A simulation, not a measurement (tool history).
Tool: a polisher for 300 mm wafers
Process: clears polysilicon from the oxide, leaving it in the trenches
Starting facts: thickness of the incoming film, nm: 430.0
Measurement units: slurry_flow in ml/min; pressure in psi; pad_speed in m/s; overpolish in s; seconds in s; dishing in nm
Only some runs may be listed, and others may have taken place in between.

Run 1, hour 0.0: slurry_flow 160 ml/min, pressure 2.4 psi, pad_speed 1.04 m/s, overpolish 16 s. Result: seconds 32.700 s, dishing 33.161 nm.
Run 2, hour 4.8: slurry_flow 160 ml/min, pressure 2.2 psi, pad_speed 1.04 m/s, overpolish 16 s. Result: seconds 35.079 s, dishing 33.110 nm.
Run 3, hour 8.0: slurry_flow 160 ml/min, pressure 2.0 psi, pad_speed 1.04 m/s, overpolish 16 s. Result: seconds 39.147 s, dishing 33.815 nm.
Run 4, hour 15.5: slurry_flow 160 ml/min, pressure 2.0 psi, pad_speed 0.92 m/s, overpolish 16 s. Result: seconds 43.229 s, dishing 33.972 nm.
Run 5, hour 19.6: slurry_flow 155 ml/min, pressure 1.9 psi, pad_speed 0.92 m/s, overpolish 15 s. Result: seconds 46.261 s, dishing 32.910 nm.
At hour 20.4: worn pad replaced by a new one.
Run 6, hour 20.4: slurry_flow 155 ml/min, pressure 1.9 psi, pad_speed 0.92 m/s, overpolish 8 s. Result: seconds 41.345 s, dishing 30.937 nm.
Run 7, hour 25.2: slurry_flow 160 ml/min, pressure 1.8 psi, pad_speed 0.92 m/s, overpolish 9 s. Result: seconds 43.442 s, dishing 30.805 nm.
Run 8, hour 26.1: slurry_flow 160 ml/min, pressure 1.8 psi, pad_speed 0.92 m/s, overpolish 10 s. Result: seconds 42.296 s, dishing 31.485 nm.

Run 9 is up next; what results do you expect?
Run 9, hour 32.3: slurry_flow 155 ml/min, pressure 1.8 psi, pad_speed 0.92 m/s, overpolish 11 s. Result: seconds ?, dishing ?.

{"run 9": {"seconds": 43.087, "dishing": 31.975}}
